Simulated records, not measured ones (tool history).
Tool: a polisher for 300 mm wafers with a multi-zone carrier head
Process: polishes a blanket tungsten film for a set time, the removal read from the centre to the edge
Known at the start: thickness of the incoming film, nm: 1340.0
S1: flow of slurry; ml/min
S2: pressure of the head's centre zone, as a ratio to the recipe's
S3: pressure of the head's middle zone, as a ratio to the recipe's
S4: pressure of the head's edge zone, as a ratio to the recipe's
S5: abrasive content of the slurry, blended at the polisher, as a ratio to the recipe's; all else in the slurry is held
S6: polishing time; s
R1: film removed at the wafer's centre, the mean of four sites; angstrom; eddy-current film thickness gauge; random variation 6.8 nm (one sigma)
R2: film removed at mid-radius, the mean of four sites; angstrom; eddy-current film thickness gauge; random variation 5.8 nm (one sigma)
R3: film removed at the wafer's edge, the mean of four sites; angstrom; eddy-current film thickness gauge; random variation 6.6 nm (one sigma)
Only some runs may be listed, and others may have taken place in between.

| run | hour | S1 | S2 | S3 | S4 | S5 | S6 | R1 | R2 | R3 |
|---|---|---|---|---|---|---|---|---|---|---|
| 1 | 0.0 | 170 | 1.00 | 1.00 | 1.00 | 1.00 | 83 | 3473.0 | 3303.3 | 3381.5 |
| 2 | 6.7 | 170 | 1.00 | 1.00 | 1.00 | 1.00 | 63 | 2563.5 | 2482.5 | 2582.5 |
| 3 | 8.8 | 170 | 1.00 | 1.00 | 0.95 | 1.00 | 63 | 2596.0 | 2541.8 | 2513.1 |
| 4 | 9.8 | 180 | 1.01 | 1.03 | 0.99 | 1.15 | 72 | 3111.0 | 3036.6 | 3021.1 |
| 5 | 16.0 | 180 | 1.01 | 1.11 | 0.99 | 1.15 | 72 | 3063.6 | 3180.3 | 2995.2 |
| 6 | 17.5 | 190 | 1.02 | 1.11 | 1.02 | 1.25 | 78 | 3454.2 | 3618.6 | 3309.2 |
| 7 | 19.8 | 185 | 1.02 | 1.08 | 1.04 | 1.30 | 84 | 3667.7 | 3736.7 | 3663.8 |
| 8 | 20.9 | 190 | 1.04 | 1.08 | 1.06 | 1.35 | 87 | 3904.6 | 3915.9 | 3853.4 |

Run 9 is up next; what results do you expect?
| 9 | 26.3 | 195 | 1.05 | 1.08 | 1.07 | 1.40 | 89 | ? | ? | ? |

{"run 9": {"R1": 4023.0, "R2": 4066.3, "R3": 4054.8}}
